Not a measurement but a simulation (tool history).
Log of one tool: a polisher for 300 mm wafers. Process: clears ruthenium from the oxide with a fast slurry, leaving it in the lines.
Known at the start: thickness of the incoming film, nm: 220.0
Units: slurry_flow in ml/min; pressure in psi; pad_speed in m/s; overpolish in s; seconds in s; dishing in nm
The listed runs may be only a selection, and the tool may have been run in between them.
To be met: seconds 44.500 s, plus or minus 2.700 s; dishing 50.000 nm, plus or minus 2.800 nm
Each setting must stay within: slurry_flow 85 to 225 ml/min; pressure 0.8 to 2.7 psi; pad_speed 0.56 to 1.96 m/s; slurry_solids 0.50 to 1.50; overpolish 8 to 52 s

run	hour	slurry_flow	pressure	pad_speed	slurry_solids	overpolish	seconds	dishing
1	0.0	145	1.7	1.26	1.00	26	59.220	42.618
2	5.1	145	1.8	1.28	1.00	27	53.935	43.417
3	13.3	145	1.8	1.28	1.10	27	52.711	44.607
4	15.3	145	1.8	1.28	1.10	31	52.475	45.595
5	17.9	145	1.9	1.28	1.10	33	49.753	47.263
6	26.9	145	2.0	1.28	1.10	34	47.272	48.115
7	31.8	145	2.0	1.28	1.10	34	46.464	48.480
8	40.7	145	2.0	1.28	1.10	35	48.983	48.247

Which of these 5 next moves meets every target?
A	49.6	165	2.0	1.24	0.95	42	?	?
B	49.6	150	2.0	1.06	1.10	30	?	?
C	49.6	130	2.0	1.16	1.20	34	?	?
D	49.6	110	1.5	1.68	0.90	46	?	?
E	49.6	145	2.0	1.42	1.05	38	?	?

move	seconds	dishing
A	52.612	48.794
B	56.514	44.771
C	50.762	47.380
D	58.848	48.649
E	44.105	49.265
A: lands further from the targets than the last run did
B: lands further from the targets than the last run did
C: lands further from the targets than the last run did
D: lands further from the targets than the last run did
E: every result within its allowed miss
The right move is E.
